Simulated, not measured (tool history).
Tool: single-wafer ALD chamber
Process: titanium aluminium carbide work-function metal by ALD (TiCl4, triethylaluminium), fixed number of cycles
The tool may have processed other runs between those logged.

run	hour	heater temperature setpoint (°C)	triethylaluminium pulse time (s)	mean film thickness on the monitor wafer (angstrom)
1	0	310	8.69	20.052
2	2.4	303	7.45	18.862
3	6.6	298	6.97	18.187
4	14.4	298	7.85	18.63
5	21.8	298	9.53	19.385
6	30	298	11.47	19.749

For run 7, what comes out?
7	33.1	294	9.67	?

mean film thickness on the monitor wafer (angstrom): 19.082
